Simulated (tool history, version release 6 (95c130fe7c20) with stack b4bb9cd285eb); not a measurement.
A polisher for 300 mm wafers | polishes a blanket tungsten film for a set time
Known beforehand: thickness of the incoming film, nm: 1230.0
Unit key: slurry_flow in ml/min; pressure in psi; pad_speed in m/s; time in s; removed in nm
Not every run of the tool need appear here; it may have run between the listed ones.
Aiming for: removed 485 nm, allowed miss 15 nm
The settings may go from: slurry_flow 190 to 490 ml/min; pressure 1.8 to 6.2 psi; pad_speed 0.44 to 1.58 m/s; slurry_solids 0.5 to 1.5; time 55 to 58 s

run    day  slurry_flow  pressure  pad_speed  slurry_solids  time  removed
  1      0          315         4          1              1    55   285.36
  2  0.296          315         4       1.16              1    55   336.48
  3  0.575          390         4       1.16              1    55   337.42
  4  0.946          390       3.1       1.16              1    55   268.74
  5  1.071          390       2.7       1.16              1    55   233.47
  6  1.133          390       3.4       1.16              1    55   290.98
  7  1.479          390       3.9       1.16              1    55   334.38
  8  1.579          390       3.9       1.16              1    55   326.79
  9  1.708          390       4.3       1.16              1    55   366.28
 10  2.075          390       4.6       1.16              1    55    390.4
 11  2.417          390       4.8       1.16              1    55   404.55

Which one of the following 4 next-run settings gets every result inside its allowed miss? There is exactly one.
  A  2.758          375       4.4        1.4           0.95    56        ?
  B  2.758          400       5.1       1.18           1.05    55        ?
  C  2.758          370       5.6       1.16           0.95    57        ?
  D  2.758          415       4.3          1           0.95    55        ?

move  removed
   A   455.26
   B   448.29
   C   487.47
   D   317.34
A: moves toward the targets from the last run without getting all of them in spec
B: moves toward the targets from the last run without getting all of them in spec
C: in spec on every target
D: further off than the last run
The move that meets every target is C.
